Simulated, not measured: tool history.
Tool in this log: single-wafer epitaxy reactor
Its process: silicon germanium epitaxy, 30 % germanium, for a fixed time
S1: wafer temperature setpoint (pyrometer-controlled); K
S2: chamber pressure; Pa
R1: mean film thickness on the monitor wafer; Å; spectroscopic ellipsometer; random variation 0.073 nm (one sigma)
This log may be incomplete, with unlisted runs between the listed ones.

run,hour,S1,S2,R1
1,0.0,858.15,2080,422.50
2,4.1,858.15,2266,439.52
3,10.2,855.15,2266,411.80
4,11.2,864.15,2266,500.73
5,17.5,859.15,2266,448.24
6,24.7,856.15,2266,420.21
7,28.6,854.15,2266,403.13

Run 8 is up next; what results do you expect?
8,33.1,852.15,2266,?

{"run 8": {"R1": 384.02}}
